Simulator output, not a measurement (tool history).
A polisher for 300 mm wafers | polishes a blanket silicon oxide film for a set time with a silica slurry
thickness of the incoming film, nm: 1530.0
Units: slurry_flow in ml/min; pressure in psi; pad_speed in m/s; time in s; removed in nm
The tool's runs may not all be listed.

run,hour,slurry_flow,pressure,pad_speed,slurry_solids,time,removed
1,0.0,235,5.5,1.22,1.0,104,471.21
2,2.2,235,5.7,1.22,1.0,104,473.94
3,8.9,200,5.7,1.22,1.0,104,477.02
4,16.4,200,5.9,1.22,1.0,104,485.91
5,19.6,200,6.1,1.22,1.0,104,492.14
6,22.2,200,6.3,1.22,1.0,104,506.52

The next listed run, before its measurement:
7,29.4,210,7.6,1.24,1.0,104,?

Run 7 gave removed 576.81 nm.
